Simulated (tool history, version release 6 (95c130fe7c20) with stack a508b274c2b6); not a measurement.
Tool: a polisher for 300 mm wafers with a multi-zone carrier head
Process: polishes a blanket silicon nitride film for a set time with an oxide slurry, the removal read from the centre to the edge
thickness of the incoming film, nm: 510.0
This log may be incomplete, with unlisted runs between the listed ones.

| run | day | flow of slurry (ml/min) | pressure of the head's centre zone | pressure of the head's middle zone | pressure of the head's edge zone | abrasive content of the slurry | polishing time (s) | film removed at the wafer's centre (nm) | film removed at mid-radius (nm) | film removed at the wafer's edge (nm) |
|---|---|---|---|---|---|---|---|---|---|---|
| 1 | 0 | 225 | 1 | 1 | 1 | 1 | 65 | 44.425 | 44.994 | 46.741 |
| 2 | 0.025 | 225 | 0.95 | 1 | 1 | 1 | 65 | 42.282 | 44.711 | 45.432 |
| 3 | 0.283 | 225 | 0.95 | 1 | 1.08 | 1 | 65 | 42.306 | 45.114 | 47.966 |
| 4 | 0.546 | 255 | 0.95 | 1 | 1.08 | 1 | 65 | 42.806 | 45.451 | 48.119 |
| 5 | 0.625 | 290 | 0.95 | 1 | 1.08 | 1 | 65 | 42.735 | 45.155 | 47.822 |
| 6 | 0.829 | 290 | 0.95 | 0.94 | 1.08 | 1 | 65 | 42.877 | 43.007 | 48.589 |
| 7 | 1.121 | 285 | 0.93 | 0.94 | 1.11 | 1.15 | 66 | 45.934 | 47.518 | 51.631 |
| 8 | 1.358 | 285 | 0.93 | 0.94 | 1.11 | 1.15 | 66 | 45.877 | 47.776 | 53.212 |
| 9 | 1.583 | 280 | 0.91 | 0.91 | 1.13 | 1.25 | 67 | 46.83 | 48.837 | 55.613 |
| 10 | 1.925 | 260 | 0.9 | 0.9 | 1.14 | 1.35 | 69 | 49.048 | 51.899 | 60.351 |
| 11 | 2.133 | 255 | 0.9 | 0.9 | 1.15 | 1.4 | 69 | 49.64 | 51.416 | 61.418 |

Predict the results of run 12:
| 12 | 2.242 | 260 | 0.9 | 0.91 | 1.16 | 1.45 | 69 | ? | ? | ? |

film removed at the wafer's centre (nm): 50.564
film removed at mid-radius (nm): 52.376
film removed at the wafer's edge (nm): 63.521
